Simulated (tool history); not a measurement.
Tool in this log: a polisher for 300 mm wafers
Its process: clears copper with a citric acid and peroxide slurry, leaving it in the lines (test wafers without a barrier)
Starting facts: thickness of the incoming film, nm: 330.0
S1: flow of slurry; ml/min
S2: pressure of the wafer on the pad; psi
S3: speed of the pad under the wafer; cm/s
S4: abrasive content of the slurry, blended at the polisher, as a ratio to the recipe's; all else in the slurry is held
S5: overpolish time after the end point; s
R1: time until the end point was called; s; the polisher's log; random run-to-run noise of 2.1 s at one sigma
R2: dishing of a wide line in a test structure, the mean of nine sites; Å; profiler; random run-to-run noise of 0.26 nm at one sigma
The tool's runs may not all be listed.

run    day   S1   S2   S3    S4  S5      R1      R2
  1      0  320  3.4  124     1  18  120.29  289.04
  2  0.308  350  3.4  124     1  18  118.31  286.26
  3   0.35  350  3.4  124  0.85  18  128.12  280.32
  4  0.596  350  3.2  124  0.85  16  133.85  246.59
  5  0.812  350    3  124  0.85  14  142.78  205.29
  6  0.946  350  2.9  124  0.85  13  149.38   188.9
  7  1.258  350  2.8  124  0.85  12  152.79  170.49
  8  1.438  350  2.7  124  0.85  12  158.54   168.3

The next listed run, before its measurement:
  9  1.567  350  2.7  124  0.85  11   ?   ?

Run 9 gave R1 157.06 s, R2 154.06 Å.
